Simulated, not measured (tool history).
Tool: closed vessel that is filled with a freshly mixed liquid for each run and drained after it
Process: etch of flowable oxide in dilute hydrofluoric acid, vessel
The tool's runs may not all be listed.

run,hour,temperature setpoint of the liquid (C),parts of water to one part of 49 % hydrofluoric acid (parts by volume),time in the liquid (s),thickness taken off the flowable oxide on a monitor wafer (angstrom)
1,0,22,215,230,264.91
2,4.7,24.5,215,230,291.74
3,10.2,23.5,215,230,283.98
4,11.5,22.5,215,230,273.17
5,19.4,21.5,215,230,266.52
6,28.2,21,220,230,252.89

Predict the results of run 7:
7,36.4,20.5,220,230,?

{"run 7": {"thickness taken off the flowable oxide on a monitor wafer (angstrom)": 249.64}}

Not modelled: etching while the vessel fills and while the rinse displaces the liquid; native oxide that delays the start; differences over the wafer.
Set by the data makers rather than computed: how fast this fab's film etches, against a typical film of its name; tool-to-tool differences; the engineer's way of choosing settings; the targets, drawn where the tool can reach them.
